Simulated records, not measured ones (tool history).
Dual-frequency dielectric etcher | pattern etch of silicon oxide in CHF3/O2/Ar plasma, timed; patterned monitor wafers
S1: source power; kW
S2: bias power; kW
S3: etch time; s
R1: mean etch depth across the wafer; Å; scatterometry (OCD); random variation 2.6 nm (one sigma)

{"run": 1, "hour": 0.0, "S1": 0.65, "S2": 0.208, "S3": 455, "R1": 10173.0}
{"run": 2, "hour": 1.1, "S1": 0.62, "S2": 0.202, "S3": 455, "R1": 9880.5}
{"run": 3, "hour": 4.0, "S1": 0.59, "S2": 0.198, "S3": 455, "R1": 9634.6}
{"run": 4, "hour": 5.2, "S1": 0.59, "S2": 0.198, "S3": 455, "R1": 9629.9}
{"run": 5, "hour": 8.3, "S1": 0.66, "S2": 0.198, "S3": 455, "R1": 10117.0}
{"run": 6, "hour": 16.2, "S1": 0.63, "S2": 0.195, "S3": 455, "R1": 9872.9}
{"run": 7, "hour": 18.1, "S1": 0.6, "S2": 0.192, "S3": 455, "R1": 9688.2}
{"run": 8, "hour": 26.7, "S1": 0.57, "S2": 0.188, "S3": 455, "R1": 9387.2}
{"run": 9, "hour": 27.3, "S1": 0.57, "S2": 0.188, "S3": 455, "R1": 9355.8}
{"hour": 32.6, "done": "bias power generator calibrated"}
{"run": 10, "hour": 32.6, "S1": 0.55, "S2": 0.187, "S3": 455, "R1": 9144.4}
{"run": 11, "hour": 34.4, "S1": 0.53, "S2": 0.186, "S3": 455, "R1": 8960.8}
{"run": 12, "hour": 36.9, "S1": 0.52, "S2": 0.185, "S3": 455, "R1": 8931.3}
{"run": 13, "hour": 45.0, "S1": 0.39, "S2": 0.171, "S3": 455, "R1": 7536.2}

Forecast run 14:
{"run": 14, "hour": 51.5, "S1": 0.49, "S2": 0.174, "S3": 455, "R1": "?"}

Run 14 gave R1 8494.8 Å.
